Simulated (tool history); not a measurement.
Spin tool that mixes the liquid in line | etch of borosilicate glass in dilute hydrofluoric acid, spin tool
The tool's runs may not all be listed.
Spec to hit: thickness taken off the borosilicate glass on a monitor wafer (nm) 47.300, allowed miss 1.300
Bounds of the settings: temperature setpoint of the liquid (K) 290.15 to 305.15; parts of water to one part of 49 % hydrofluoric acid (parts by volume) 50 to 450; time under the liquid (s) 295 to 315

run,hour,temperature setpoint of the liquid (K),parts of water to one part of 49 % hydrofluoric acid (parts by volume),time under the liquid (s),thickness taken off the borosilicate glass on a monitor wafer (nm)
1,0.0,297.15,250,295,35.182
2,3.4,298.15,250,295,36.642
3,11.2,298.15,300,295,28.608
4,19.2,298.15,365,295,22.306
5,25.0,298.15,365,295,22.127
6,28.1,298.65,350,295,23.990
7,30.2,299.15,340,295,25.446
8,36.3,299.65,330,295,26.427
9,39.6,303.65,230,295,48.672

Next run, 5 choices. One meets every target within its allowed miss, the rest don't. Which?
A,42.9,304.15,250,315,?
B,42.9,304.65,230,295,?
C,42.9,301.15,250,315,?
D,42.9,303.65,225,295,?
E,42.9,303.15,220,295,?

move,thickness taken off the borosilicate glass on a monitor wafer (nm)
A,47.641
B,50.577
C,43.161
D,50.357
E,50.980
A: every result within its allowed miss
B: the biggest miss grows against the last run
C: carries the result that was furthest off beyond its target, to the other side
D: the biggest miss grows against the last run
E: the biggest miss grows against the last run
Move A is the one to make.
